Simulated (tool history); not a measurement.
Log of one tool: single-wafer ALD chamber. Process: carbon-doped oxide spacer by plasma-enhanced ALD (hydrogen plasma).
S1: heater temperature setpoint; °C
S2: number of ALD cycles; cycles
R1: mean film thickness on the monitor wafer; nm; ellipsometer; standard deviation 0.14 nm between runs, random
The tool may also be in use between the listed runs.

run  hour   S1   S2      R1
  1     0  415  658  33.056
  2   6.6  410  696  35.587
  3  11.8  410  621  31.814
  4  15.3  421  621  30.482
  5  25.1  414  668  33.754
  6  35.2  414  761  38.419
  7  39.2  409  770  39.671
  8  43.1  405  776  40.418
  9  53.1  405  776  40.544
 10  55.2  402  781  40.636

Run 11 comes next. What will it give?
     61.1  -- thermocouple changed; heater temperature recalibrated
 11  61.1  401  791   ?

For run 11 the tool returned R1 41.26 nm.

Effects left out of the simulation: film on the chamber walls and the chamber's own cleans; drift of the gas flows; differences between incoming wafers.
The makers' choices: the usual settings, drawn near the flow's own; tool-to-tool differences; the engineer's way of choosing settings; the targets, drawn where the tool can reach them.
